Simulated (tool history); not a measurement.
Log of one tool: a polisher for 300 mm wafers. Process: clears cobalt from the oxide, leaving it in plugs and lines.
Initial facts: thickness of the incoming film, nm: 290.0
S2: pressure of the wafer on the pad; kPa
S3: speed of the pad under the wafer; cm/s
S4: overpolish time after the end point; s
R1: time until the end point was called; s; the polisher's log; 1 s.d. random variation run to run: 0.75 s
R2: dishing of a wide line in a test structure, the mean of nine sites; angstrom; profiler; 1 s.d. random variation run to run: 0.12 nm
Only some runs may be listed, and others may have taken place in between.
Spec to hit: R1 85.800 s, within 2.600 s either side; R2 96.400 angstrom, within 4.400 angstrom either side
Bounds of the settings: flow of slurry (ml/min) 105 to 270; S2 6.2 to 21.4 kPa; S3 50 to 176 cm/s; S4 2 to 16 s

Run 1, hour 0.0: flow of slurry (ml/min) 175, S2 13.8 kPa, S3 112 cm/s, S4 8 s. Result: R1 51.597 s, R2 210.650 angstrom.
Run 2, hour 2.2: flow of slurry (ml/min) 175, S2 13.8 kPa, S3 112 cm/s, S4 5 s. Result: R1 51.232 s, R2 162.580 angstrom.
Run 3, hour 4.0: flow of slurry (ml/min) 175, S2 12.4 kPa, S3 112 cm/s, S4 4 s. Result: R1 56.780 s, R2 133.250 angstrom.
Run 4, hour 8.1: flow of slurry (ml/min) 170, S2 11.7 kPa, S3 112 cm/s, S4 4 s. Result: R1 60.686 s, R2 126.250 angstrom.
Run 5, hour 10.4: flow of slurry (ml/min) 170, S2 13.8 kPa, S3 112 cm/s, S4 4 s. Result: R1 51.534 s, R2 140.770 angstrom.
Run 6, hour 13.2: flow of slurry (ml/min) 170, S2 13.8 kPa, S3 112 cm/s, S4 2 s. Result: R1 51.074 s, R2 85.092 angstrom.
Run 7, hour 16.0: flow of slurry (ml/min) 165, S2 12.4 kPa, S3 112 cm/s, S4 2 s. Result: R1 57.261 s, R2 76.650 angstrom.
Run 8, hour 21.1: flow of slurry (ml/min) 165, S2 11.7 kPa, S3 112 cm/s, S4 2 s. Result: R1 60.093 s, R2 73.605 angstrom.
Run 9, hour 24.1: flow of slurry (ml/min) 145, S2 7.6 kPa, S3 108 cm/s, S4 6 s. Result: R1 95.728 s, R2 119.770 angstrom.
Run 10, hour 27.5: flow of slurry (ml/min) 140, S2 8.3 kPa, S3 108 cm/s, S4 5 s. Result: R1 89.483 s, R2 112.400 angstrom.

Which single option among these 4 for the next run brings every result within its allowed miss of target? Just one does.
Run A, hour 30.9: flow of slurry (ml/min) 105, S2 8.3 kPa, S3 108 cm/s, S4 5 s. Result: R1 ?, R2 ?.
Run B, hour 30.9: flow of slurry (ml/min) 105, S2 7.6 kPa, S3 124 cm/s, S4 4 s. Result: R1 ?, R2 ?.
Run C, hour 30.9: flow of slurry (ml/min) 160, S2 9.0 kPa, S3 100 cm/s, S4 5 s. Result: R1 ?, R2 ?.
Run D, hour 30.9: flow of slurry (ml/min) 145, S2 8.3 kPa, S3 106 cm/s, S4 5 s. Result: R1 ?, R2 ?.

move      R1       R2
   A  90.725  112.240
   B  86.165   98.246
   C  86.837  115.990
   D  89.440  113.460
A: about as far from the targets as the last run
B: each result inside its tolerance
C: lands further from the targets than the last run did
D: lands further from the targets than the last run did
Go with B: it meets all targets.
